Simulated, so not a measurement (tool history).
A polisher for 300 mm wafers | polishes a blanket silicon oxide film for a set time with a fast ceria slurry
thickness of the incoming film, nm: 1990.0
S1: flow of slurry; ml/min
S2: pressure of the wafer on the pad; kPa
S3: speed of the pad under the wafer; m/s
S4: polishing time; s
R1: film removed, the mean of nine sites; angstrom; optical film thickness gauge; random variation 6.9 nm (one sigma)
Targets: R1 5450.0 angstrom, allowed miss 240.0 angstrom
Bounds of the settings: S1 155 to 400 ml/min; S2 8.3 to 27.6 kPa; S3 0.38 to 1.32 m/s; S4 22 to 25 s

run	hour	S1	S2	S3	S4	R1
1	0.0	255	17.9	0.84	25	3532.8
2	1.5	205	17.9	0.84	25	3397.5
3	8.2	205	17.9	1.04	25	4224.3
4	10.2	215	19.3	1.04	25	4549.4
5	17.7	185	19.3	1.04	25	4446.3
6	23.8	200	20.7	1.04	25	4776.0
7	26.1	210	21.4	1.04	25	4970.0
8	34.5	215	22.1	1.04	25	5115.3

Which of these 5 next moves meets every target?
A	42.9	235	20.7	1.00	25	?
B	42.9	245	18.6	1.18	24	?
C	42.9	265	22.8	1.06	25	?
D	42.9	230	21.4	1.08	22	?
E	42.9	300	22.1	0.88	25	?

move	R1
A	4727.1
B	4867.8
C	5543.0
D	4609.2
E	4552.0
A: further off than the last run
B: further off than the last run
C: meets every target
D: further off than the last run
E: further off than the last run
The right move is C.
